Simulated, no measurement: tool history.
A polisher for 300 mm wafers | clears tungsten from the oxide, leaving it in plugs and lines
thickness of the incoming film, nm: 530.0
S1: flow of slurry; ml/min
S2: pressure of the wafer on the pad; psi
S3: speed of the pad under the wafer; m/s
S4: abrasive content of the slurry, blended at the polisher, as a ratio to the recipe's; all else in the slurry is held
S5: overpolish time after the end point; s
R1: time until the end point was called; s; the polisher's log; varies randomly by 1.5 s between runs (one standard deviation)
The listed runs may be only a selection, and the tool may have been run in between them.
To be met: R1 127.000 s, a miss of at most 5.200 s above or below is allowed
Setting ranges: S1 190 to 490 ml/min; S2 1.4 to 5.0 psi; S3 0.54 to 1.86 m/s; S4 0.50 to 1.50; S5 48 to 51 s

run,hour,S1,S2,S3,S4,S5,R1
1,0.0,315,3.2,1.18,1.00,48,98.669
2,2.2,315,3.2,1.44,1.00,48,86.627
3,9.8,315,3.7,1.44,1.00,48,76.348
4,13.8,315,3.7,1.44,1.15,48,74.468
5,17.1,370,3.7,1.44,1.15,48,73.073
6,25.4,370,3.7,1.44,1.15,51,72.344
7,31.0,370,3.2,1.42,1.15,51,83.790
8,38.0,370,2.9,1.40,1.15,51,93.954

Consider the 5 candidate settings below. Which is the only one whose results all fall within their allowed miss of target?
A,45.0,315,2.5,1.26,1.10,50,?
B,45.0,360,2.2,1.44,1.15,51,?
C,45.0,365,2.8,1.28,1.05,51,?
D,45.0,425,2.1,1.28,1.30,51,?
E,45.0,405,1.9,1.22,1.30,51,?

move,R1
A,118.950
B,118.810
C,106.160
D,128.720
E,145.430
A: nearer the targets than the last run, but a result is still out of spec
B: nearer the targets than the last run, but a result is still out of spec
C: nearer the targets than the last run, but a result is still out of spec
D: each result inside its tolerance
E: the result that was furthest off in the last run now lies on the other side of its target
The right move is D.

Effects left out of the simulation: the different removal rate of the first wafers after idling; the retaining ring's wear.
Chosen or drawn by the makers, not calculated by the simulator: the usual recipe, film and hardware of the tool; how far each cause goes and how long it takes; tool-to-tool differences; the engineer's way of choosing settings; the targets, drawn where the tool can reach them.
